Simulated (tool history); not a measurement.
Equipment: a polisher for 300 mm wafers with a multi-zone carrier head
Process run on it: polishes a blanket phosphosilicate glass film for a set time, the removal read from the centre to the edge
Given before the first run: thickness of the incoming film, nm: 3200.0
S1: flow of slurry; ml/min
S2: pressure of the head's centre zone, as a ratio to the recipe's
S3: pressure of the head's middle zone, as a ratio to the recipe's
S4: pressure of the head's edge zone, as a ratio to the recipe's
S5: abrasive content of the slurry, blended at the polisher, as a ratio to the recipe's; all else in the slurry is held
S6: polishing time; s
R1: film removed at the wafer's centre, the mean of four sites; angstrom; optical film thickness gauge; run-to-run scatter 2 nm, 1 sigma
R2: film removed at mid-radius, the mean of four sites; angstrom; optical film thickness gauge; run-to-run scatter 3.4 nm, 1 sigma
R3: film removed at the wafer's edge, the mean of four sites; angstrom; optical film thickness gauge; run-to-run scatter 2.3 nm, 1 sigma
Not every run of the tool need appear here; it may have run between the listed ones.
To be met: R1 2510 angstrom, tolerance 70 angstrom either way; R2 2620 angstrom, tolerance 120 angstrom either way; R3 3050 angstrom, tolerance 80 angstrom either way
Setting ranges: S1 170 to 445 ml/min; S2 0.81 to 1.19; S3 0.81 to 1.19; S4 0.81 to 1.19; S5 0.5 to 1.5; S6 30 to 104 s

{"run": 1, "hour": 0.0, "S1": 285, "S2": 1, "S3": 1, "S4": 1, "S5": 1, "S6": 67, "R1": 6452.9, "R2": 6208.8, "R3": 6423.7}
{"run": 2, "hour": 4.2, "S1": 270, "S2": 0.95, "S3": 0.96, "S4": 0.99, "S5": 0.85, "S6": 58, "R1": 4865.4, "R2": 4949, "R3": 5122.7}
{"run": 3, "hour": 12.9, "S1": 270, "S2": 0.95, "S3": 0.96, "S4": 0.99, "S5": 0.95, "S6": 58, "R1": 5243.3, "R2": 5256.6, "R3": 5384.7}
{"run": 4, "hour": 17.9, "S1": 260, "S2": 0.93, "S3": 0.92, "S4": 1.02, "S5": 0.8, "S6": 51, "R1": 4136.9, "R2": 4131.1, "R3": 4509.4}
{"run": 5, "hour": 21.3, "S1": 260, "S2": 0.93, "S3": 0.92, "S4": 1.02, "S5": 0.6, "S6": 51, "R1": 3642.1, "R2": 3641.5, "R3": 3976.3}
{"run": 6, "hour": 27.4, "S1": 260, "S2": 0.93, "S3": 0.92, "S4": 1.02, "S5": 0.8, "S6": 51, "R1": 4125.6, "R2": 4031.7, "R3": 4464.7}
{"run": 7, "hour": 35.5, "S1": 215, "S2": 0.83, "S3": 0.82, "S4": 0.96, "S5": 0.55, "S6": 37, "R1": 2194.1, "R2": 2258.9, "R3": 2623.6}
{"run": 8, "hour": 37.6, "S1": 260, "S2": 0.83, "S3": 0.83, "S4": 0.99, "S5": 0.55, "S6": 37, "R1": 2243, "R2": 2283.8, "R3": 2697.2}
{"run": 9, "hour": 40.4, "S1": 255, "S2": 0.84, "S3": 0.86, "S4": 1.03, "S5": 0.55, "S6": 37, "R1": 2284.8, "R2": 2332.2, "R3": 2762.4}
{"run": 10, "hour": 41.4, "S1": 260, "S2": 0.85, "S3": 0.89, "S4": 1.06, "S5": 0.55, "S6": 37, "R1": 2315.3, "R2": 2449.6, "R3": 2792.8}
{"run": 11, "hour": 44.2, "S1": 275, "S2": 0.86, "S3": 0.9, "S4": 1.09, "S5": 0.55, "S6": 37, "R1": 2329.6, "R2": 2489.3, "R3": 2897.1}
{"run": 12, "hour": 45.0, "S1": 285, "S2": 0.87, "S3": 0.9, "S4": 1.1, "S5": 0.55, "S6": 37, "R1": 2436.8, "R2": 2415.6, "R3": 2870.7}
{"run": 13, "hour": 50.1, "S1": 275, "S2": 0.87, "S3": 0.91, "S4": 1.12, "S5": 0.55, "S6": 37, "R1": 2395.1, "R2": 2514.6, "R3": 2897.8}
{"run": 14, "hour": 54.6, "S1": 280, "S2": 0.87, "S3": 0.92, "S4": 1.14, "S5": 0.55, "S6": 37, "R1": 2387, "R2": 2550.2, "R3": 2925.4}
{"run": 15, "hour": 60.0, "S1": 285, "S2": 0.88, "S3": 0.92, "S4": 1.15, "S5": 0.55, "S6": 37, "R1": 2439.2, "R2": 2543.8, "R3": 2962.7}
{"run": 16, "hour": 60.6, "S1": 285, "S2": 0.88, "S3": 0.92, "S4": 1.16, "S5": 0.55, "S6": 37, "R1": 2446.4, "R2": 2612.3, "R3": 2987.9}
{"run": 17, "hour": 63.3, "S1": 290, "S2": 0.88, "S3": 0.92, "S4": 1.17, "S5": 0.55, "S6": 37, "R1": 2435.7, "R2": 2609.6, "R3": 2942.1}

Consider the 4 candidate settings below. Which is the only one whose results all fall within their allowed miss of target?
{"run": "A", "hour": 66.0, "S1": 265, "S2": 0.91, "S3": 0.95, "S4": 1.19, "S5": 0.6, "S6": 36, "R1": "?", "R2": "?", "R3": "?"}
{"run": "B", "hour": 66.0, "S1": 290, "S2": 0.87, "S3": 1.02, "S4": 1.19, "S5": 0.5, "S6": 37, "R1": "?", "R2": "?", "R3": "?"}
{"run": "C", "hour": 66.0, "S1": 335, "S2": 0.86, "S3": 1.01, "S4": 1.17, "S5": 0.6, "S6": 35, "R1": "?", "R2": "?", "R3": "?"}
{"run": "D", "hour": 66.0, "S1": 275, "S2": 0.92, "S3": 0.95, "S4": 1.1, "S5": 0.5, "S6": 39, "R1": "?", "R2": "?", "R3": "?"}

move=A R1=2526 R2=2643.7 R3=3042.9
move=B R1=2314.4 R2=2687.3 R3=2902.5
move=C R1=2386 R2=2776 R3=2986.9
move=D R1=2562.5 R2=2651.5 R3=2928.6
A: each result inside its tolerance
B: misses by more than the last run did
C: puts the biggest miss on target and leaves a different result outside tolerance
D: misses by more than the last run did
A meets every target.
